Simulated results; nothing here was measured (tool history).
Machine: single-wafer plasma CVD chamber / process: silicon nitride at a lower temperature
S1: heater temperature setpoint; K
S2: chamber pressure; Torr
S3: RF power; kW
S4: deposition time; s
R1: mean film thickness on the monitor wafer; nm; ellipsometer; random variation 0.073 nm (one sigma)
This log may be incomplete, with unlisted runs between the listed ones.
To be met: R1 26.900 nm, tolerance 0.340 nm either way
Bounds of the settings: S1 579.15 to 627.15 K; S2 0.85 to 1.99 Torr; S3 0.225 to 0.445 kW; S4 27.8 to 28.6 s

Run 1, day 0.000: S1 603.15 K, S2 1.42 Torr, S3 0.335 kW, S4 27.8 s. Result: R1 31.718 nm.
Run 2, day 0.208: S1 603.15 K, S2 1.28 Torr, S3 0.325 kW, S4 27.8 s. Result: R1 30.238 nm.
Run 3, day 0.275: S1 603.15 K, S2 1.28 Torr, S3 0.310 kW, S4 27.8 s. Result: R1 29.403 nm.
Run 4, day 0.462: S1 603.15 K, S2 1.28 Torr, S3 0.310 kW, S4 27.8 s. Result: R1 29.303 nm.
Run 5, day 0.579: S1 596.15 K, S2 1.28 Torr, S3 0.310 kW, S4 27.8 s. Result: R1 29.415 nm.
Run 6, day 0.738: S1 596.15 K, S2 1.28 Torr, S3 0.345 kW, S4 27.8 s. Result: R1 31.235 nm.
Run 7, day 0.942: S1 596.15 K, S2 1.17 Torr, S3 0.335 kW, S4 27.8 s. Result: R1 29.798 nm.
Run 8, day 1.112: S1 596.15 K, S2 1.09 Torr, S3 0.330 kW, S4 27.8 s. Result: R1 28.962 nm.
Run 9, day 1.175: S1 596.15 K, S2 1.03 Torr, S3 0.325 kW, S4 27.8 s. Result: R1 28.059 nm.
Run 10, day 1.479: S1 596.15 K, S2 0.99 Torr, S3 0.325 kW, S4 27.8 s. Result: R1 27.838 nm.
Run 11, day 1.508: S1 596.15 K, S2 0.96 Torr, S3 0.325 kW, S4 27.8 s. Result: R1 27.707 nm.
Run 12, day 1.533: S1 596.15 K, S2 0.85 Torr, S3 0.320 kW, S4 27.8 s. Result: R1 26.097 nm.
Run 13, day 1.746: S1 596.15 K, S2 0.87 Torr, S3 0.320 kW, S4 27.8 s. Result: R1 26.382 nm.

Next run, 4 choices. One meets every target within its allowed miss, the rest don't. Which?
Run A, day 1.958: S1 594.15 K, S2 0.85 Torr, S3 0.305 kW, S4 28.2 s. Result: R1 ?.
Run B, day 1.958: S1 582.15 K, S2 0.86 Torr, S3 0.355 kW, S4 27.8 s. Result: R1 ?.
Run C, day 1.958: S1 597.15 K, S2 0.87 Torr, S3 0.345 kW, S4 28.2 s. Result: R1 ?.
Run D, day 1.958: S1 595.15 K, S2 0.88 Torr, S3 0.310 kW, S4 28.6 s. Result: R1 ?.

move      R1
   A  25.805
   B  27.881
   C  27.820
   D  26.736
A: moves away from the targets compared with the last run
B: moves the result that the last run missed by most past its target, out the other side
C: moves the result that the last run missed by most past its target, out the other side
D: hits every target within its allowed miss
The right move is D.
